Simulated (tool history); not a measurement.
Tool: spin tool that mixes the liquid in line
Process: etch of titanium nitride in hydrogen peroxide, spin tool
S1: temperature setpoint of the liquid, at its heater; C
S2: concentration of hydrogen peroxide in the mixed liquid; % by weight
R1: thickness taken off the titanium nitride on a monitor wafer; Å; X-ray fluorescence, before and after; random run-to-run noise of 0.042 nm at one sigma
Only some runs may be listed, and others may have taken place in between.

{"run": 1, "hour": 0.0, "S1": 44, "S2": 22, "time under the liquid (s)": 70, "R1": 28.177}
{"run": 2, "hour": 4.2, "S1": 39.5, "S2": 22, "time under the liquid (s)": 70, "R1": 20.408}
{"run": 3, "hour": 9.5, "S1": 42, "S2": 22, "time under the liquid (s)": 70, "R1": 24.551}
{"run": 4, "hour": 17.5, "S1": 42, "S2": 24, "time under the liquid (s)": 70, "R1": 24.929}
{"run": 5, "hour": 24.5, "S1": 44, "S2": 24, "time under the liquid (s)": 70, "R1": 29.014}
{"run": 6, "hour": 27.7, "S1": 44, "S2": 27.5, "time under the liquid (s)": 70, "R1": 29.837}
{"run": 7, "hour": 30.7, "S1": 45.5, "S2": 27.5, "time under the liquid (s)": 70, "R1": 33.445}
{"run": 8, "hour": 36.0, "S1": 47, "S2": 27.5, "time under the liquid (s)": 70, "R1": 37.532}
{"run": 9, "hour": 43.2, "S1": 48, "S2": 27.5, "time under the liquid (s)": 70, "R1": 40.189}
{"run": 10, "hour": 49.5, "S1": 49, "S2": 27.5, "time under the liquid (s)": 70, "R1": 43.444}
{"run": 11, "hour": 54.6, "S1": 50, "S2": 27.5, "time under the liquid (s)": 70, "R1": 46.282}
{"run": 12, "hour": 61.1, "S1": 50.5, "S2": 27.5, "time under the liquid (s)": 70, "R1": 48.061}

Run 13, settings as shown, results not yet in. Your forecast:
{"run": 13, "hour": 68.5, "S1": 55, "S2": 27.5, "time under the liquid (s)": 70, "R1": "?"}

R1: 66.609 Å
